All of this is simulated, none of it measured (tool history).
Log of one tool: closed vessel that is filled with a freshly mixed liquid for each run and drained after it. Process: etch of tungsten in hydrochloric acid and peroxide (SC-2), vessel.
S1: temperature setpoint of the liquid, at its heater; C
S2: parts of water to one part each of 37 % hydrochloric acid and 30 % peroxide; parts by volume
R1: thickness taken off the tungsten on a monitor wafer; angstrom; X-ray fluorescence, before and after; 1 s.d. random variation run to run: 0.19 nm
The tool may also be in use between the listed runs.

Run 1, hour 0: S1 62 C, S2 11 parts by volume, time in the liquid (s) 90. Result: R1 217.94 angstrom.
Run 2, hour 2.1: S1 62 C, S2 9 parts by volume, time in the liquid (s) 90. Result: R1 258.06 angstrom.
Run 3, hour 10.4: S1 62 C, S2 7 parts by volume, time in the liquid (s) 90. Result: R1 316.05 angstrom.
Run 4, hour 18.1: S1 59.5 C, S2 7 parts by volume, time in the liquid (s) 90. Result: R1 269.19 angstrom.
Run 5, hour 21.4: S1 53 C, S2 7 parts by volume, time in the liquid (s) 90. Result: R1 176.07 angstrom.
Run 6, hour 26.8: S1 47.5 C, S2 7 parts by volume, time in the liquid (s) 90. Result: R1 123.26 angstrom.
Run 7, hour 29.1: S1 50.5 C, S2 7 parts by volume, time in the liquid (s) 90. Result: R1 150.66 angstrom.
Run 8, hour 34.9: S1 53 C, S2 7 parts by volume, time in the liquid (s) 90. Result: R1 177.59 angstrom.
Run 9, hour 39.7: S1 55.5 C, S2 7 parts by volume, time in the liquid (s) 90. Result: R1 207.38 angstrom.
Run 10, hour 48.7: S1 63.5 C, S2 7 parts by volume, time in the liquid (s) 90. Result: R1 343.83 angstrom.

Expected results for the next run?
Run 11, hour 50.2: S1 64 C, S2 7 parts by volume, time in the liquid (s) 90. Result: R1 ?.

Run 11 came out at R1 356.22 angstrom.

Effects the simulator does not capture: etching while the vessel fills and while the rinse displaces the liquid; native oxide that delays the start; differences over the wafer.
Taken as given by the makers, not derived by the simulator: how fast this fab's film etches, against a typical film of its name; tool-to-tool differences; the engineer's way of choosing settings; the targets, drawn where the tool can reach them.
